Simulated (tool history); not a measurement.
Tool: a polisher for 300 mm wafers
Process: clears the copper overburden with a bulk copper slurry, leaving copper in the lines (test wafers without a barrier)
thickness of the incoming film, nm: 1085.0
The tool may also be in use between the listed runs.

run	hour	flow of slurry (ml/min)	pressure of the wafer on the pad (psi)	speed of the pad under the wafer (cm/s)	abrasive content of the slurry	overpolish time after the end point (s)	time until the end point was called (s)	dishing of a wide line in a test structure (Å)
1	0	160	3	94	1	16	126.48	782.44
2	7.5	160	2.9	100	1	12	118.59	638.75
3	9.3	160	2.8	102	1	10	121.22	545.73
4	16.3	160	2.8	102	1	13	123.3	667.73
5	17.6	160	2.8	102	1	10	122.18	549.23
6	20.4	160	2.8	112	1	10	111.34	586.63
7	27.3	160	2.7	112	1	9	115.95	530.25

The next listed run, before its measurement:
8	32.7	160	2.6	114	1	5	?	?

time until the end point was called (s): 120.13
dishing of a wide line in a test structure (Å): 299.27
